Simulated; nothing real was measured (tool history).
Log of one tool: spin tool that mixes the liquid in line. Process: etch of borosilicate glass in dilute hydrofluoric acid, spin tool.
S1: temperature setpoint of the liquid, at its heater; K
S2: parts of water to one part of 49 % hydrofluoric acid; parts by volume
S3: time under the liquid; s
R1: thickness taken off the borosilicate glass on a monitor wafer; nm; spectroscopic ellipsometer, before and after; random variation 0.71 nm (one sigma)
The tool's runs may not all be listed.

run  hour      S1   S2   S3       R1
  1   0.0  294.15  160  290   60.444
  2   7.7  295.15  145  290   70.367
  3  14.5  296.15  135  290   79.010
  4  22.0  296.15  135  290   78.669
  5  29.8  296.65  125  290   87.944
  6  37.5  297.15  115  290   98.269
  7  44.7  297.15  115  290   98.438
  8  53.5  297.65  110  290  105.040
  9  54.5  298.15  105  290  113.310

The next listed run, before its measurement:
 10  61.9  298.65  100  290   ?

{"run 10": {"R1": 122.99}}
